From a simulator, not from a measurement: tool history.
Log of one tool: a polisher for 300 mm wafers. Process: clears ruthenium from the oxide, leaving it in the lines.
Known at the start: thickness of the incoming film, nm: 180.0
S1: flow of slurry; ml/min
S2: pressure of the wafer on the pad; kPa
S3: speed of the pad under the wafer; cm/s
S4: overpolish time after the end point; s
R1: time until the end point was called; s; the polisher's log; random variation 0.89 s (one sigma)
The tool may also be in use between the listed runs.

run,hour,S1,S2,S3,S4,R1
1,0.0,230,13.8,110,6,132.38
2,7.7,230,15.2,110,6,122.91
3,13.7,230,15.2,110,6,124.69
4,19.4,230,15.2,132,6,106.57
5,21.3,255,15.2,132,6,104.76
6,21.9,205,15.2,132,6,108.08

Run 7 comes next. What will it give?
7,24.0,210,15.9,132,6,?

R1: 100.76 s
